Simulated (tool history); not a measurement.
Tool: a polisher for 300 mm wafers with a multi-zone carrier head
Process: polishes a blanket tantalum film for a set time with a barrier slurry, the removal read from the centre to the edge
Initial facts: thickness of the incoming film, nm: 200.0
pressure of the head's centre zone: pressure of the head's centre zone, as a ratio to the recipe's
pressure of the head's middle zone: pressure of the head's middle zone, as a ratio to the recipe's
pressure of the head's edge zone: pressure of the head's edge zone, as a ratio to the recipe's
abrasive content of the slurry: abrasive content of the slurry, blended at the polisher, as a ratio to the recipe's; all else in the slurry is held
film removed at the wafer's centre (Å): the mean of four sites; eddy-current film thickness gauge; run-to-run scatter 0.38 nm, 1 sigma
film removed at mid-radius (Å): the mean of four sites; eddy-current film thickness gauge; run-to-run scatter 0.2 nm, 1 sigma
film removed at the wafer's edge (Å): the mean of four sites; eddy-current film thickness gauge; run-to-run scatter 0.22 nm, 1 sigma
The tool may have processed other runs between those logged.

run,hour,flow of slurry (ml/min),pressure of the head's centre zone,pressure of the head's middle zone,pressure of the head's edge zone,abrasive content of the slurry,polishing time (s),film removed at the wafer's centre (Å),film removed at mid-radius (Å),film removed at the wafer's edge (Å)
1,0.0,170,1.00,1.00,1.00,1.00,52,547.04,554.14,575.27
2,7.8,165,1.01,0.98,0.96,0.85,46,468.96,464.55,473.79
3,14.3,160,1.01,0.96,0.93,0.75,42,409.54,399.13,410.82
4,20.6,195,1.01,0.96,0.93,0.75,42,426.16,411.07,418.21
5,25.4,160,1.01,0.96,0.93,0.75,42,407.28,398.07,414.92
6,27.3,175,1.01,0.95,0.91,0.70,39,385.54,363.58,372.81
7,30.3,180,1.00,0.94,0.89,0.65,38,358.80,344.87,352.84
8,35.6,190,1.00,0.93,0.87,0.60,37,349.55,326.74,337.02
9,43.5,190,1.00,0.93,0.86,0.55,36,331.12,317.05,314.19
10,46.3,180,1.00,0.92,0.85,0.55,36,329.24,304.57,311.81
11,53.3,175,1.00,0.92,0.84,0.55,36,324.49,306.49,306.29
12,56.5,165,1.00,0.91,0.83,0.55,36,326.50,304.00,303.66

The next listed run, before its measurement:
13,62.3,160,1.00,0.90,0.82,0.55,36,?,?,?

Run 13 measured film removed at the wafer's centre (Å) 323.93, film removed at mid-radius (Å) 299.29, film removed at the wafer's edge (Å) 297.61.
